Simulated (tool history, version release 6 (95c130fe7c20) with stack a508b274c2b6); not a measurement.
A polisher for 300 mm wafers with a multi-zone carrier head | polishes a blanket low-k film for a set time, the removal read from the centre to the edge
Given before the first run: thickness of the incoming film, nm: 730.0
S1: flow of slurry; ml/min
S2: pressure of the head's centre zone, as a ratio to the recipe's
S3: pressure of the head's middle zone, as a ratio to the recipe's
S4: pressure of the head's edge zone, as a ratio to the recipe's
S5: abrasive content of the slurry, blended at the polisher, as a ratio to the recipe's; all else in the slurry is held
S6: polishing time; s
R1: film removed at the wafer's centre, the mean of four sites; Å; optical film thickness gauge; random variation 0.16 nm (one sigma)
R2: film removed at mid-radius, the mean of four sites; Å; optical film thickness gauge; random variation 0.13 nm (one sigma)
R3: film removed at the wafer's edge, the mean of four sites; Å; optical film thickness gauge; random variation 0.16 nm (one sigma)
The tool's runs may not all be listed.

run  hour   S1  S2    S3    S4    S5  S6      R1      R2      R3
  1     0  265   1     1     1     1  80   229.8  239.26  228.13
  2   3.5  265   1     1  0.92     1  80   230.3  237.69  220.22
  3   7.1  265   1  0.98  0.91  0.85  71  188.05  191.13   183.1
  4  10.6  265   1  0.98  0.98  0.85  71  191.56  188.41  183.71
  5  18.7  265   1  0.98  0.98  0.95  71  204.16  196.64  193.49
  6  20.8  270   1  0.98  0.96  0.85  65  175.39  175.05  167.13

Run 7 is up next; what results do you expect?
  7  27.7  275   1  0.97  0.96  0.75  61   ?   ?   ?

R1: 151.37 Å
R2: 149.99 Å
R3: 148.19 Å
